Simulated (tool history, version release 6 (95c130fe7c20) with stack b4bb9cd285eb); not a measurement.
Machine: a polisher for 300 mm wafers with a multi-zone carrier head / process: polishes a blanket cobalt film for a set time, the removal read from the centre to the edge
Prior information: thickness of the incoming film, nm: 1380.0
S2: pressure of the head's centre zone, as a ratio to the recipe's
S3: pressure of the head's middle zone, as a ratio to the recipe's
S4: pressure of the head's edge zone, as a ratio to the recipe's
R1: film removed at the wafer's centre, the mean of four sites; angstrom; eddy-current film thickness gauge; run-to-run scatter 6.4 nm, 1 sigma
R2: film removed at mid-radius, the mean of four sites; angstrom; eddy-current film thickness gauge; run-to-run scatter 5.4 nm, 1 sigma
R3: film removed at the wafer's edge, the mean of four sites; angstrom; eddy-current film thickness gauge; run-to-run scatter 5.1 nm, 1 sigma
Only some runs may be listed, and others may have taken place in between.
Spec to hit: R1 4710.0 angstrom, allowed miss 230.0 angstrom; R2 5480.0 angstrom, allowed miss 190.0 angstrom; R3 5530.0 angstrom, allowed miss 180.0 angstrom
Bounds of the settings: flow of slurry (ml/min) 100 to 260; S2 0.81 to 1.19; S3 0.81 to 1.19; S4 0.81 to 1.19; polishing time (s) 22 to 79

Run 1, hour 0.0: flow of slurry (ml/min) 165, S2 1.00, S3 1.00, S4 1.00, polishing time (s) 50. Result: R1 4005.1 angstrom, R2 3899.2 angstrom, R3 3940.8 angstrom.
Run 2, hour 7.3: flow of slurry (ml/min) 170, S2 0.98, S3 1.01, S4 1.03, polishing time (s) 52. Result: R1 4142.7 angstrom, R2 4114.5 angstrom, R3 4226.2 angstrom.
Run 3, hour 13.3: flow of slurry (ml/min) 170, S2 0.98, S3 1.05, S4 1.03, polishing time (s) 52. Result: R1 4143.6 angstrom, R2 4147.0 angstrom, R3 4200.9 angstrom.
Run 4, hour 14.1: flow of slurry (ml/min) 180, S2 0.96, S3 1.07, S4 1.04, polishing time (s) 54. Result: R1 4221.5 angstrom, R2 4515.8 angstrom, R3 4407.2 angstrom.
Run 5, hour 19.3: flow of slurry (ml/min) 180, S2 0.88, S3 1.07, S4 1.04, polishing time (s) 54. Result: R1 3792.6 angstrom, R2 4486.7 angstrom, R3 4465.5 angstrom.
Run 6, hour 20.8: flow of slurry (ml/min) 185, S2 0.88, S3 1.08, S4 1.06, polishing time (s) 55. Result: R1 3938.0 angstrom, R2 4656.9 angstrom, R3 4488.8 angstrom.
Run 7, hour 22.7: flow of slurry (ml/min) 180, S2 0.88, S3 1.07, S4 1.06, polishing time (s) 57. Result: R1 3925.0 angstrom, R2 4721.1 angstrom, R3 4747.5 angstrom.
Run 8, hour 23.5: flow of slurry (ml/min) 185, S2 0.89, S3 1.07, S4 1.07, polishing time (s) 58. Result: R1 4219.6 angstrom, R2 4911.7 angstrom, R3 4812.7 angstrom.
Run 9, hour 27.3: flow of slurry (ml/min) 185, S2 0.89, S3 1.07, S4 1.07, polishing time (s) 58. Result: R1 4165.3 angstrom, R2 4911.8 angstrom, R3 4858.3 angstrom.
Run 10, hour 33.0: flow of slurry (ml/min) 190, S2 0.89, S3 1.07, S4 1.08, polishing time (s) 59. Result: R1 4208.9 angstrom, R2 4929.6 angstrom, R3 5064.5 angstrom.
Run 11, hour 40.9: flow of slurry (ml/min) 195, S2 0.90, S3 1.08, S4 1.09, polishing time (s) 59. Result: R1 4314.6 angstrom, R2 5076.1 angstrom, R3 4967.1 angstrom.

Below are 4 possible settings for the next run. Only one of them brings all results inside the allowed miss of their targets. Which is it?
Run A, hour 48.8: flow of slurry (ml/min) 210, S2 0.85, S3 1.13, S4 1.19, polishing time (s) 67. Result: R1 ?, R2 ?, R3 ?.
Run B, hour 48.8: flow of slurry (ml/min) 205, S2 0.85, S3 1.15, S4 1.04, polishing time (s) 67. Result: R1 ?, R2 ?, R3 ?.
Run C, hour 48.8: flow of slurry (ml/min) 150, S2 0.86, S3 1.02, S4 1.01, polishing time (s) 70. Result: R1 ?, R2 ?, R3 ?.
Run D, hour 48.8: flow of slurry (ml/min) 210, S2 0.81, S3 1.09, S4 1.13, polishing time (s) 64. Result: R1 ?, R2 ?, R3 ?.

move      R1      R2      R3
   A  4778.8  6106.6  5947.5
   B  4760.4  6165.1  5537.5
   C  4720.4  5583.3  5481.0
   D  4349.3  5683.8  5533.2
A: pushes the last run's worst result past its target
B: corrects the largest miss of the last run, while another result sits out of spec
C: each result inside its tolerance
D: corrects the largest miss of the last run, while another result sits out of spec
So the answer is move C, the one that meets all the targets.

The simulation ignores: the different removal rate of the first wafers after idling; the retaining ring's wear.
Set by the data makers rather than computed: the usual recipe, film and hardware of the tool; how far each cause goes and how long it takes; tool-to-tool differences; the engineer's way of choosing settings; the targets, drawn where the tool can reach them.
